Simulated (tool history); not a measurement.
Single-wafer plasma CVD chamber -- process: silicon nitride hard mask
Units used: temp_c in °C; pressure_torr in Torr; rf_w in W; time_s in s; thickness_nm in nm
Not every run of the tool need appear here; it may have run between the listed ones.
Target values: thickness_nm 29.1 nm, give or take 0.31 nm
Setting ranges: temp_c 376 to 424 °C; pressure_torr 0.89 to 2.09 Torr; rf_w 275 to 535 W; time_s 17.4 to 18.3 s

{"run": 1, "hour": 0.0, "temp_c": 400, "pressure_torr": 1.49, "rf_w": 405, "time_s": 18.3, "thickness_nm": 26.792}
{"run": 2, "hour": 7.3, "temp_c": 400, "pressure_torr": 1.6, "rf_w": 405, "time_s": 18.3, "thickness_nm": 27.133}
{"run": 3, "hour": 15.9, "temp_c": 400, "pressure_torr": 1.72, "rf_w": 405, "time_s": 18.3, "thickness_nm": 27.748}
{"run": 4, "hour": 24.2, "temp_c": 391, "pressure_torr": 1.72, "rf_w": 405, "time_s": 18.3, "thickness_nm": 27.773}
{"run": 5, "hour": 26.0, "temp_c": 391, "pressure_torr": 1.8, "rf_w": 405, "time_s": 18.3, "thickness_nm": 28.151}
{"run": 6, "hour": 30.1, "temp_c": 391, "pressure_torr": 1.86, "rf_w": 405, "time_s": 18.3, "thickness_nm": 28.442}
{"run": 7, "hour": 31.9, "temp_c": 391, "pressure_torr": 1.9, "rf_w": 405, "time_s": 18.3, "thickness_nm": 28.69}
{"run": 8, "hour": 40.7, "temp_c": 391, "pressure_torr": 1.92, "rf_w": 405, "time_s": 18.3, "thickness_nm": 28.769}

Exactly one of the 5 candidate moves below puts every result within its allowed miss. Which one?
{"run": "A", "hour": 49.5, "temp_c": 393, "pressure_torr": 2.06, "rf_w": 415, "time_s": 17.4, "thickness_nm": "?"}
{"run": "B", "hour": 49.5, "temp_c": 389, "pressure_torr": 2, "rf_w": 415, "time_s": 17.8, "thickness_nm": "?"}
{"run": "C", "hour": 49.5, "temp_c": 390, "pressure_torr": 2.09, "rf_w": 425, "time_s": 18, "thickness_nm": "?"}
{"run": "D", "hour": 49.5, "temp_c": 401, "pressure_torr": 1.81, "rf_w": 430, "time_s": 18.1, "thickness_nm": "?"}
{"run": "E", "hour": 49.5, "temp_c": 391, "pressure_torr": 1.9, "rf_w": 430, "time_s": 18.3, "thickness_nm": "?"}

move=A thickness_nm=28.188
move=B thickness_nm=28.673
move=C thickness_nm=29.77
move=D thickness_nm=28.97
move=E thickness_nm=29.772
A: its largest miss is bigger than the last run's
B: its largest miss is bigger than the last run's
C: takes the biggest miss from the last run beyond its target
D: hits every target within its allowed miss
E: takes the biggest miss from the last run beyond its target
Go with D: it meets all targets.
